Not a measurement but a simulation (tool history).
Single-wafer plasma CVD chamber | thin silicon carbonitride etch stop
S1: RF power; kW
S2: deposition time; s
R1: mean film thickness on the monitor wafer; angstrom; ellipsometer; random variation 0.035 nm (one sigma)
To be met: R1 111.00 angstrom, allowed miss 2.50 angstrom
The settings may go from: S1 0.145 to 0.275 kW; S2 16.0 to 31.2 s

run 1 hour=0.0 | S1=0.210 S2=23.6 | R1=136.53
run 2 hour=4.2 | S1=0.235 S2=23.6 | R1=140.95
run 3 hour=6.8 | S1=0.235 S2=25.3 | R1=152.25
run 4 hour=14.0 | S1=0.220 S2=23.7 | R1=138.55
run 5 hour=22.1 | S1=0.210 S2=22.7 | R1=130.83
run 6 hour=27.3 | S1=0.200 S2=22.0 | R1=125.25
run 7 hour=28.9 | S1=0.190 S2=21.5 | R1=120.85
run 8 hour=36.5 | S1=0.190 S2=21.5 | R1=120.04
run 9 hour=39.2 | S1=0.180 S2=21.3 | R1=117.48
run 10 hour=44.8 | S1=0.175 S2=21.1 | R1=115.02
run 11 hour=47.4 | S1=0.170 S2=21.0 | R1=113.61
run 12 hour=52.1 | S1=0.170 S2=21.0 | R1=114.44

5 next moves are on the table. One of them brings every result within its allowed miss. Which?
run A hour=56.8 | S1=0.155 S2=22.4 | R1=?
run B hour=56.8 | S1=0.180 S2=21.1 | R1=?
run C hour=56.8 | S1=0.160 S2=22.2 | R1=?
run D hour=56.8 | S1=0.155 S2=20.9 | R1=?
run E hour=56.8 | S1=0.175 S2=21.8 | R1=?

move=A R1=118.09
move=B R1=116.74
move=C R1=118.25
move=D R1=110.18
move=E R1=119.53
A: further off than the last run
B: further off than the last run
C: further off than the last run
D: meets every target
E: further off than the last run
The right move is D.
